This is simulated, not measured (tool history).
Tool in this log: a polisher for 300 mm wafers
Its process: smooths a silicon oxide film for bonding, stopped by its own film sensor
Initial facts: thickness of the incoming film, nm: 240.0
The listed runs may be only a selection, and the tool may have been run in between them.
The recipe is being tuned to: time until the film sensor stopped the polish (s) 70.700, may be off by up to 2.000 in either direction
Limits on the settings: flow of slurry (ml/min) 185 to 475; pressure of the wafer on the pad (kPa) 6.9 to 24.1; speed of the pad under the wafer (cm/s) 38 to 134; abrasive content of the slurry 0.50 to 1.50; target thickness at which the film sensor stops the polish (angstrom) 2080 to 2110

| run | hour | flow of slurry (ml/min) | pressure of the wafer on the pad (kPa) | speed of the pad under the wafer (cm/s) | abrasive content of the slurry | target thickness at which the film sensor stops the polish (angstrom) | time until the film sensor stopped the polish (s) |
|---|---|---|---|---|---|---|---|
| 1 | 0.0 | 305 | 15.2 | 86 | 1.00 | 2080 | 49.977 |
| 2 | 3.2 | 305 | 14.5 | 86 | 1.00 | 2080 | 52.350 |
| 3 | 5.2 | 305 | 14.5 | 86 | 0.90 | 2080 | 54.830 |
| 4 | 6.1 | 305 | 13.8 | 86 | 0.90 | 2080 | 57.597 |
| 5 | 14.5 | 305 | 13.8 | 86 | 0.70 | 2080 | 62.243 |
|  | 15.8 | slurry blender recalibrated |
| 6 | 15.8 | 305 | 13.8 | 86 | 0.90 | 2080 | 53.307 |
| 7 | 23.7 | 305 | 13.1 | 84 | 0.90 | 2080 | 56.147 |
| 8 | 28.8 | 305 | 12.4 | 82 | 0.90 | 2080 | 60.200 |
| 9 | 37.8 | 305 | 11.7 | 82 | 0.90 | 2080 | 62.711 |
| 10 | 41.6 | 305 | 11.0 | 82 | 0.90 | 2080 | 66.171 |

Below are 4 possible settings for the next run. Only one of them brings all results inside the allowed miss of their targets. Which is it?
| A | 45.4 | 265 | 10.3 | 76 | 0.80 | 2090 | ? |
| B | 45.4 | 375 | 11.0 | 80 | 0.90 | 2080 | ? |
| C | 45.4 | 335 | 11.0 | 80 | 0.95 | 2090 | ? |
| D | 45.4 | 230 | 10.3 | 64 | 1.05 | 2110 | ? |

| move | time until the film sensor stopped the polish (s) |
|---|---|
| A | 74.450 |
| B | 65.834 |
| C | 63.215 |
| D | 71.247 |
A: takes the biggest miss from the last run beyond its target
B: misses by more than the last run did
C: misses by more than the last run did
D: each result inside its tolerance
Move D is the one to make.
